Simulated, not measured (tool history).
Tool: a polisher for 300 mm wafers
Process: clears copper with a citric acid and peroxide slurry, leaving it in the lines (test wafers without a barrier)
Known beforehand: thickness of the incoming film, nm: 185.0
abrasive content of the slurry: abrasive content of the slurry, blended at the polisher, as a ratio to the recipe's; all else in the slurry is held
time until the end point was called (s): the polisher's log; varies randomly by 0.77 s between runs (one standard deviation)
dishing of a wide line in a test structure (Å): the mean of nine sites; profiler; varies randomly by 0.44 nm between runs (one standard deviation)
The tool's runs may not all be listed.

run    day  flow of slurry (ml/min)  pressure of the wafer on the pad (kPa)  speed of the pad under the wafer (m/s)  abrasive content of the slurry  overpolish time after the end point (s)  time until the end point was called (s)  dishing of a wide line in a test structure (Å)
  1  0.000                      135                                    23.4                                    1.04                             1.0                                       18                                   67.664                                          314.58
  2  0.350                      140                                    24.1                                    1.06                             1.0                                       14                                   63.661                                          261.25
  3  0.500                      145                                    24.8                                    1.06                             1.0                                       12                                   62.930                                          232.53
  4  0.529                      175                                    24.8                                    1.06                             1.0                                       12                                   59.590                                          247.18
  5  0.762                      145                                    24.8                                    1.06                             1.0                                       12                                   62.569                                          230.27
  6  0.921                      145                                    27.6                                    1.06                             1.0                                       12                                   57.243                                          263.45
  7  0.988                      145                                    27.6                                    1.06                             1.0                                       10                                   55.179                                          226.36

What does the tool deliver on the next run?
  8  1.158                      135                                    25.5                                    1.06                             1.0                                        6                                        ?                                               ?

time until the end point was called (s): 61.632
dishing of a wide line in a test structure (Å): 131.65
